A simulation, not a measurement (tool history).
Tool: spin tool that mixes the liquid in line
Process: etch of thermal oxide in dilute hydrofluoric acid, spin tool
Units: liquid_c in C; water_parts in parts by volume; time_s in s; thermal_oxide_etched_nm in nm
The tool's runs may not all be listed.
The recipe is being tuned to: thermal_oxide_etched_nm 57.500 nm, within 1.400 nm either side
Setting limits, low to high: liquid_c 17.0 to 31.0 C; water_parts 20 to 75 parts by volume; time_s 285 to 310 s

{"run": 1, "hour": 0.0, "liquid_c": 23.0, "water_parts": 45, "time_s": 285, "thermal_oxide_etched_nm": 28.179}
{"run": 2, "hour": 3.6, "liquid_c": 24.5, "water_parts": 40, "time_s": 285, "thermal_oxide_etched_nm": 34.257}
{"run": 3, "hour": 6.8, "liquid_c": 24.5, "water_parts": 30, "time_s": 285, "thermal_oxide_etched_nm": 45.869}
{"run": 4, "hour": 14.9, "liquid_c": 24.5, "water_parts": 40, "time_s": 285, "thermal_oxide_etched_nm": 34.275}
{"run": 5, "hour": 17.8, "liquid_c": 24.5, "water_parts": 40, "time_s": 285, "thermal_oxide_etched_nm": 34.229}
{"run": 6, "hour": 19.4, "liquid_c": 26.0, "water_parts": 40, "time_s": 285, "thermal_oxide_etched_nm": 36.477}
{"run": 7, "hour": 28.3, "liquid_c": 27.0, "water_parts": 40, "time_s": 285, "thermal_oxide_etched_nm": 37.754}
{"run": 8, "hour": 34.6, "liquid_c": 28.0, "water_parts": 40, "time_s": 285, "thermal_oxide_etched_nm": 39.236}
{"run": 9, "hour": 42.6, "liquid_c": 28.5, "water_parts": 40, "time_s": 285, "thermal_oxide_etched_nm": 40.057}
{"run": 10, "hour": 49.7, "liquid_c": 29.0, "water_parts": 40, "time_s": 285, "thermal_oxide_etched_nm": 40.865}
{"run": 11, "hour": 57.7, "liquid_c": 29.5, "water_parts": 40, "time_s": 285, "thermal_oxide_etched_nm": 41.731}
{"run": 12, "hour": 64.7, "liquid_c": 30.0, "water_parts": 40, "time_s": 285, "thermal_oxide_etched_nm": 42.308}
{"run": 13, "hour": 67.0, "liquid_c": 30.5, "water_parts": 35, "time_s": 285, "thermal_oxide_etched_nm": 50.144}
{"run": 14, "hour": 73.5, "liquid_c": 31.0, "water_parts": 35, "time_s": 285, "thermal_oxide_etched_nm": 51.375}
{"run": 15, "hour": 76.2, "liquid_c": 31.0, "water_parts": 30, "time_s": 285, "thermal_oxide_etched_nm": 59.882}

Which one of the following 4 next-run settings gets every result inside its allowed miss? There is exactly one.
{"run": "A", "hour": 78.9, "liquid_c": 24.5, "water_parts": 25, "time_s": 310, "thermal_oxide_etched_nm": "?"}
{"run": "B", "hour": 78.9, "liquid_c": 30.0, "water_parts": 30, "time_s": 285, "thermal_oxide_etched_nm": "?"}
{"run": "C", "hour": 78.9, "liquid_c": 30.0, "water_parts": 30, "time_s": 305, "thermal_oxide_etched_nm": "?"}
{"run": "D", "hour": 78.9, "liquid_c": 29.0, "water_parts": 30, "time_s": 310, "thermal_oxide_etched_nm": "?"}

move=A thermal_oxide_etched_nm=60.590
move=B thermal_oxide_etched_nm=57.718
move=C thermal_oxide_etched_nm=61.768
move=D thermal_oxide_etched_nm=60.309
A: further off than the last run
B: hits every target within its allowed miss
C: further off than the last run
D: further off than the last run
Answer: B

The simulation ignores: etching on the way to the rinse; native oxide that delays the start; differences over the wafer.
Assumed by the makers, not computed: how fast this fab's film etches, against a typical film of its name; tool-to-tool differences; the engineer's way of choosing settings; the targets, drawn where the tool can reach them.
